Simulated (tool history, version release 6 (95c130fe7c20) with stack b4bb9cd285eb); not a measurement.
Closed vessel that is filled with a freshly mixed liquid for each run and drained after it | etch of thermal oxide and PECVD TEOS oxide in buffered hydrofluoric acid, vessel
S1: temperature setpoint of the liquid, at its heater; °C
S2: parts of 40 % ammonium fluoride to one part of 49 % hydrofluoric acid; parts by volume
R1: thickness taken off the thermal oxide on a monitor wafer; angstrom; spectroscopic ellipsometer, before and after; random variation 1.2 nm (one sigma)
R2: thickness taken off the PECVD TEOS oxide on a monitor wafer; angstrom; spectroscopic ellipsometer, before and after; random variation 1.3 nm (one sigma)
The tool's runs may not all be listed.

Run 1, hour 0: S1 20 °C, S2 8.5 parts by volume, time in the liquid (s) 60. Result: R1 605.51 angstrom, R2 681.45 angstrom.
Run 2, hour 3.2: S1 22.5 °C, S2 7.5 parts by volume, time in the liquid (s) 65. Result: R1 852.64 angstrom, R2 972.13 angstrom.
Run 3, hour 7.3: S1 24 °C, S2 6.5 parts by volume, time in the liquid (s) 70. Result: R1 1144.1 angstrom, R2 1308.6 angstrom.
Run 4, hour 10.1: S1 24 °C, S2 7.5 parts by volume, time in the liquid (s) 70. Result: R1 993.97 angstrom, R2 1143.8 angstrom.
Run 5, hour 16.9: S1 24 °C, S2 7.5 parts by volume, time in the liquid (s) 90. Result: R1 1285.3 angstrom, R2 1452 angstrom.
Run 6, hour 21: S1 25.5 °C, S2 7.5 parts by volume, time in the liquid (s) 90. Result: R1 1388.3 angstrom, R2 1586.7 angstrom.
Run 7, hour 22.4: S1 26 °C, S2 7 parts by volume, time in the liquid (s) 90. Result: R1 1533.3 angstrom, R2 1766.7 angstrom.

The next listed run, before its measurement:
Run 8, hour 30.6: S1 26.5 °C, S2 7 parts by volume, time in the liquid (s) 90. Result: R1 ?, R2 ?.

R1: 1557.5 angstrom
R2: 1812.4 angstrom
